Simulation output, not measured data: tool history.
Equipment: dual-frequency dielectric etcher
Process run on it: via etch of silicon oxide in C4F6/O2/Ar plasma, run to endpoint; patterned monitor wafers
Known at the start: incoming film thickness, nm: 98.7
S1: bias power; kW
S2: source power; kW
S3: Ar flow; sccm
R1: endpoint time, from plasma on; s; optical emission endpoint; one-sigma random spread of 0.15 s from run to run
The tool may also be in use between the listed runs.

run  hour     S1     S2   S3      R1
  1   0.0  0.529  0.290  228  22.912
  2   1.6  0.529  0.290  206  22.632
  3   4.0  0.529  0.290  188  22.517
  4   9.7  0.545  0.290  187  22.161
  5  17.1  0.558  0.290  187  21.797
  6  25.3  0.568  0.290  187  21.905
  7  32.7  0.568  0.290  187  21.724

The next listed run, before its measurement:
  8  38.3  0.578  0.290  187   ?

{"run 8": {"R1": 21.515}}

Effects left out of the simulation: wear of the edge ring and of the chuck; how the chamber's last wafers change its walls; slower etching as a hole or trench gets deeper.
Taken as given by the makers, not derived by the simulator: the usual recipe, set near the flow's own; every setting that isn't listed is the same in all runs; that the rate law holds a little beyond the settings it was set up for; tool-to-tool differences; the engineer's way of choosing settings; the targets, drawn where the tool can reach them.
